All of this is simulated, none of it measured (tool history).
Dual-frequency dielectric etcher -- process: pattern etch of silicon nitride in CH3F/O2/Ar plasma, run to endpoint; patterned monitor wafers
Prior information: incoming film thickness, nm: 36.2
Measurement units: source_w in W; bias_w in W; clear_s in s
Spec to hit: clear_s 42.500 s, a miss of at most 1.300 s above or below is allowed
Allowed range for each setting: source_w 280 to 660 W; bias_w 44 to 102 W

run	hour	source_w	bias_w	clear_s
1	0.0	470	73	48.703
2	3.8	510	76	45.676
3	6.3	530	77	44.757
4	12.9	540	78	44.015
5	20.7	540	66	46.945
6	26.1	490	66	49.045
7	29.3	490	66	49.221
8	37.8	530	68	46.719

Exactly one of the 5 candidate moves below puts every result within its allowed miss. Which one?
A	46.3	630	81	?
B	46.3	510	91	?
C	46.3	530	54	?
D	46.3	400	65	?
E	46.3	560	60	?

move	clear_s
A	40.400
B	42.915
C	50.584
D	55.095
E	47.484
A: moves the result that the last run missed by most past its target, out the other side
B: meets every target
C: further off than the last run
D: further off than the last run
E: further off than the last run
B meets every target.
